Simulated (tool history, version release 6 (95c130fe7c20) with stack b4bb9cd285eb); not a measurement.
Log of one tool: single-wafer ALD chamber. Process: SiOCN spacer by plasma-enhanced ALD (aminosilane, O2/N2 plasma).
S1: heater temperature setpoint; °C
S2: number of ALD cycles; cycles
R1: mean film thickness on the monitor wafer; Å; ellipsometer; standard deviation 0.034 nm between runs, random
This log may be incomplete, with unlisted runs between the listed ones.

run  hour   S1  S2      R1
  1     0  380  78  51.549
  2     1  380  86  56.372
  3   8.5  371  86  56.365
  4  15.4  371  76  49.988
  5  18.9  371  85   56.51
  6  24.4  371  86  56.709
  7  27.7  371  87  56.815

Expected results for the next run?
  8  36.2  371  88   ?

R1: 57.712 Å
